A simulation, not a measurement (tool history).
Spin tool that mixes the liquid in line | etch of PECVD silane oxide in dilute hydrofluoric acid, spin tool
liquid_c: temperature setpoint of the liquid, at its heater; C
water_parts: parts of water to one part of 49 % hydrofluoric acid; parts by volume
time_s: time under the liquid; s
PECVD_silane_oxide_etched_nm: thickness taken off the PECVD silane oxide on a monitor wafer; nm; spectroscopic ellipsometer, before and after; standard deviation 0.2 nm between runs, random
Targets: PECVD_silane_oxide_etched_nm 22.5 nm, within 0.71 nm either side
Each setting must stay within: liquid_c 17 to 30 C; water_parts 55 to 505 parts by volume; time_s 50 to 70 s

run  hour  liquid_c  water_parts  time_s  PECVD_silane_oxide_etched_nm
  1     0        22          280      70                        9.4922
  2   5.4        23          265      70                        10.495
  3  11.1      23.5          250      70                        11.634
  4  18.3        24          240      70                         12.67
  5  25.7      21.5          240      70                        11.542
  6    29      22.5          230      70                        12.477
  7    35      23.5          220      70                        13.511
  8  35.7        24          215      70                        14.444
  9  37.3      24.5          210      70                         14.93
 10  39.4        25          205      70                        15.721
 11  42.8      25.5          200      70                        16.493
 12  49.3        26          195      70                        17.354
 13  51.6      26.5          195      70                         17.97
 14  55.4      26.5          195      70                        17.891
 15    62        27          195      70                        17.978
 16  66.1      27.5          190      70                        18.938
 17  67.1        28          190      70                        19.631
 18  68.2        29          185      70                        20.532
 19  74.8      29.5          180      70                         21.62

Pick the move, out of 4, that brings all results within their allowed miss; only one does.
  A  81.4        29          180      70                             ?
  B  81.4        26          175      70                             ?
  C  81.4        30          195      70                             ?
  D  81.4        24          110      50                             ?

move  PECVD_silane_oxide_etched_nm
   A                        21.358
   B                        19.829
   C                        20.045
   D                        22.551
A: its largest miss is bigger than the last run's
B: its largest miss is bigger than the last run's
C: its largest miss is bigger than the last run's
D: all results land within tolerance of their targets
D is the move that brings every result within its allowed miss.
